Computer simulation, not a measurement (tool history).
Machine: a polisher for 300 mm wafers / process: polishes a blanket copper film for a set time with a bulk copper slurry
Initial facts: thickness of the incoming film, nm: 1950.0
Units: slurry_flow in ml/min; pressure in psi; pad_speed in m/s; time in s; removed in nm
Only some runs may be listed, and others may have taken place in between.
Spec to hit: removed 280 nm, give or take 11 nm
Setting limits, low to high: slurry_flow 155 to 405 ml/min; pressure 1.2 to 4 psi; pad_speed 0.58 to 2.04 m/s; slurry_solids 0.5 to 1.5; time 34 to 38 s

| run | day | slurry_flow | pressure | pad_speed | slurry_solids | time | removed |
|---|---|---|---|---|---|---|---|
| 1 | 0 | 260 | 2.6 | 1.3 | 1 | 38 | 454.72 |
| 2 | 0.133 | 260 | 2.4 | 1.3 | 1 | 38 | 419.9 |
| 3 | 0.325 | 260 | 2.2 | 1.3 | 1 | 38 | 390.67 |
| 4 | 0.371 | 260 | 2 | 1.3 | 1 | 38 | 352.25 |
| 5 | 0.421 | 260 | 1.9 | 1.3 | 1 | 38 | 345.05 |
| 6 | 0.5 | 260 | 1.9 | 1.3 | 1 | 38 | 337.64 |
| 7 | 0.575 | 260 | 1.8 | 1.3 | 1 | 38 | 322.28 |
| 8 | 0.646 | 260 | 1.7 | 1.3 | 1 | 38 | 308.24 |

4 candidate next runs follow, results not yet known. Just one meets every target within its allowed miss. Identify it.
| A | 0.717 | 255 | 2 | 1.38 | 1.2 | 34 | ? |
| B | 0.717 | 255 | 1.9 | 1.2 | 1.1 | 34 | ? |
| C | 0.717 | 220 | 1.5 | 1.76 | 1.1 | 37 | ? |
| D | 0.717 | 215 | 1.6 | 1.4 | 1.15 | 38 | ? |

| move | removed |
|---|---|
| A | 345.5 |
| B | 282.77 |
| C | 351.09 |
| D | 308.39 |
A: further off than the last run
B: meets every target
C: further off than the last run
D: roughly where the last run was
So the answer is move B, the one that meets all the targets.
